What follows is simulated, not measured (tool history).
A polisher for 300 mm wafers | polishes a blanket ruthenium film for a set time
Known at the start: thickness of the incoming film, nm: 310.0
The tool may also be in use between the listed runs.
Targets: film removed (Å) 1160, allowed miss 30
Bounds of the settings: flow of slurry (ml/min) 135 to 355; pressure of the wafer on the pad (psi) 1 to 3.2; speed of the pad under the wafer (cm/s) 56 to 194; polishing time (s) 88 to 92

| run | hour | flow of slurry (ml/min) | pressure of the wafer on the pad (psi) | speed of the pad under the wafer (cm/s) | polishing time (s) | film removed (Å) |
|---|---|---|---|---|---|---|
| 1 | 0 | 225 | 2.1 | 124 | 88 | 1467.5 |
| 2 | 3.5 | 225 | 2.4 | 124 | 88 | 1655 |
| 3 | 5.6 | 225 | 2.4 | 124 | 92 | 1760.2 |
| 4 | 13.2 | 225 | 1.9 | 124 | 92 | 1389.6 |
| 5 | 14.2 | 225 | 1.9 | 124 | 88 | 1336.2 |
| 6 | 18.2 | 225 | 1.9 | 150 | 88 | 1604.2 |
| 7 | 23.2 | 225 | 1.9 | 150 | 88 | 1600.4 |
| 8 | 31.5 | 225 | 1.8 | 150 | 88 | 1528.2 |
| 9 | 36.5 | 225 | 1.7 | 150 | 88 | 1445.9 |
| 10 | 43.8 | 225 | 1.6 | 150 | 88 | 1345.6 |
| 11 | 45.2 | 215 | 1.5 | 150 | 88 | 1260.2 |

Which of these 4 next moves meets every target?
| A | 46.6 | 220 | 1.5 | 144 | 89 | ? |
| B | 46.6 | 205 | 1.8 | 124 | 88 | ? |
| C | 46.6 | 205 | 1.4 | 160 | 89 | ? |
| D | 46.6 | 210 | 1.7 | 122 | 88 | ? |

| move | film removed (Å) |
|---|---|
| A | 1242.3 |
| B | 1253.4 |
| C | 1276.2 |
| D | 1171.7 |
A: nearer than the last run, and not there yet
B: nearer than the last run, and not there yet
C: further off than the last run
D: meets every target
Move D is the one to make.

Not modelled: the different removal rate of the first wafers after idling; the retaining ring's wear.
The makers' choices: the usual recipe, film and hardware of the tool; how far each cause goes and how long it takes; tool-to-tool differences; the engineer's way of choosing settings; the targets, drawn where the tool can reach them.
